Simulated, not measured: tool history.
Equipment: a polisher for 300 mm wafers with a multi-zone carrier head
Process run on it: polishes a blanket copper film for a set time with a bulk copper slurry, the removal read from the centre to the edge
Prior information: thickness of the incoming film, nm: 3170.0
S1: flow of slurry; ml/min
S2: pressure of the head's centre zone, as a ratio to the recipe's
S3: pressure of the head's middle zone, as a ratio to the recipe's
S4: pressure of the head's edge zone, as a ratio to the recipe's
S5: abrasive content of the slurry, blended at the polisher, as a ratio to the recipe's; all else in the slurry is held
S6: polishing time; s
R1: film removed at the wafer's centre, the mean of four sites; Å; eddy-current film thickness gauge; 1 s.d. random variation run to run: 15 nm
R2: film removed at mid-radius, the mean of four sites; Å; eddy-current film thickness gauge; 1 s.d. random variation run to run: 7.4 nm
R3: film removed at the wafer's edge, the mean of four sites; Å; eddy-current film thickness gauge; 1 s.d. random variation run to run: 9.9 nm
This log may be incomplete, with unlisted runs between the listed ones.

{"run": 1, "hour": 0.0, "S1": 255, "S2": 1.0, "S3": 1.0, "S4": 1.0, "S5": 1.0, "S6": 77, "R1": 8522.6, "R2": 8337.4, "R3": 8333.9}
{"run": 2, "hour": 2.2, "S1": 260, "S2": 1.01, "S3": 1.0, "S4": 1.02, "S5": 1.05, "S6": 78, "R1": 8896.4, "R2": 8552.9, "R3": 8778.5}
{"run": 3, "hour": 6.9, "S1": 265, "S2": 1.03, "S3": 1.01, "S4": 1.03, "S5": 1.1, "S6": 78, "R1": 9090.0, "R2": 8847.1, "R3": 8820.5}
{"run": 4, "hour": 10.4, "S1": 265, "S2": 1.03, "S3": 1.01, "S4": 1.0, "S5": 1.1, "S6": 78, "R1": 8964.8, "R2": 8762.4, "R3": 8854.9}
{"run": 5, "hour": 11.5, "S1": 270, "S2": 1.05, "S3": 1.01, "S4": 1.01, "S5": 1.15, "S6": 79, "R1": 9334.1, "R2": 9029.9, "R3": 9163.8}
{"run": 6, "hour": 16.4, "S1": 275, "S2": 1.06, "S3": 1.01, "S4": 1.02, "S5": 1.15, "S6": 80, "R1": 9796.5, "R2": 9075.0, "R3": 9158.0}
{"run": 7, "hour": 25.2, "S1": 275, "S2": 1.06, "S3": 1.01, "S4": 1.03, "S5": 1.2, "S6": 81, "R1": 9811.9, "R2": 9226.5, "R3": 9463.0}
{"run": 8, "hour": 29.9, "S1": 280, "S2": 1.07, "S3": 1.01, "S4": 1.04, "S5": 1.25, "S6": 82, "R1": 10320.0, "R2": 9436.5, "R3": 9708.9}
{"run": 9, "hour": 31.7, "S1": 280, "S2": 1.07, "S3": 1.01, "S4": 1.05, "S5": 1.3, "S6": 83, "R1": 10344.0, "R2": 9770.4, "R3": 9865.1}

Run 10 has not been measured yet. What should we expect?
{"run": 10, "hour": 36.9, "S1": 315, "S2": 1.17, "S3": 0.94, "S4": 1.15, "S5": 1.5, "S6": 89, "R1": "?", "R2": "?", "R3": "?"}

Logged for run 10: R1 12721.0 Å, R2 10138.0 Å, R3 11523.0 Å.
